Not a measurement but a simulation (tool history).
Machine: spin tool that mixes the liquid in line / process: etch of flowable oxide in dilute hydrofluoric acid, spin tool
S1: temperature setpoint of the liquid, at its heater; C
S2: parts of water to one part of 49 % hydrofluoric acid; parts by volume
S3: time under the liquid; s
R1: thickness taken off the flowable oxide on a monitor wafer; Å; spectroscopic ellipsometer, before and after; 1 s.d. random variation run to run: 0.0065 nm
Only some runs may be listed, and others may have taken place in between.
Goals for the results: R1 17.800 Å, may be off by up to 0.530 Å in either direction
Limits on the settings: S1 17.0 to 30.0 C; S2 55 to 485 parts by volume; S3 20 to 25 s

run    day    S1   S2  S3      R1
  1  0.000  22.0  270  25  26.737
  2  0.171  22.0  270  25  26.711
  3  0.238  21.5  275  25  25.420
  4  0.592  21.0  280  25  24.606
  5  0.654  20.5  285  25  23.525
  6  0.908  20.0  290  25  22.622
  7  1.125  19.5  295  25  21.893
  8  1.179  19.0  300  25  20.814
  9  1.212  19.0  305  25  20.368
 10  1.254  18.0  315  25  18.994

Which one of the following 4 next-run settings gets every result inside its allowed miss? There is exactly one.
  A  1.296  17.0  320  25   ?
  B  1.296  17.0  335  25   ?
  C  1.296  21.0  380  25   ?
  D  1.296  19.5  310  20   ?

move      R1
   A  17.831
   B  16.805
   C  16.364
   D  16.273
A: every result lands within tolerance
B: carries the result that was furthest off beyond its target, to the other side
C: carries the result that was furthest off beyond its target, to the other side
D: carries the result that was furthest off beyond its target, to the other side
Correct choice: A, which meets every target
